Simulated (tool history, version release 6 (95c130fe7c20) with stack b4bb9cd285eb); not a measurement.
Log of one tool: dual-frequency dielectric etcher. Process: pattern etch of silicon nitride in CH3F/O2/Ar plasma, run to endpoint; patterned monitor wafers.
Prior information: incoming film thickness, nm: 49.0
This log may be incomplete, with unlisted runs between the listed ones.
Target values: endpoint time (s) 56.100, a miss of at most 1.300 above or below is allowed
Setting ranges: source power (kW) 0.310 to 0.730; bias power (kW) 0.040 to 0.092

run,day,source power (kW),bias power (kW),endpoint time (s)
1,0.000,0.520,0.066,65.503
2,0.283,0.570,0.068,62.084
3,0.575,0.510,0.068,65.275
4,0.604,0.510,0.075,63.300
5,0.771,0.550,0.076,61.477
6,1.133,0.580,0.077,59.266
7,1.354,0.580,0.077,59.227
8,1.662,0.600,0.078,57.840
9,1.875,0.610,0.078,57.868
10,2.146,0.620,0.078,57.653

Of the 4 settings listed for the next run, only one would bring every result within its allowed miss of target. Which one?
A,2.417,0.710,0.078,?
B,2.417,0.650,0.079,?
C,2.417,0.600,0.075,?
D,2.417,0.580,0.075,?

move,endpoint time (s)
A,54.031
B,55.876
C,58.786
D,59.654
A: carries the result that was furthest off beyond its target, to the other side
B: all results land within tolerance of their targets
C: its largest miss is bigger than the last run's
D: its largest miss is bigger than the last run's
So the answer is move B, the one that meets all the targets.
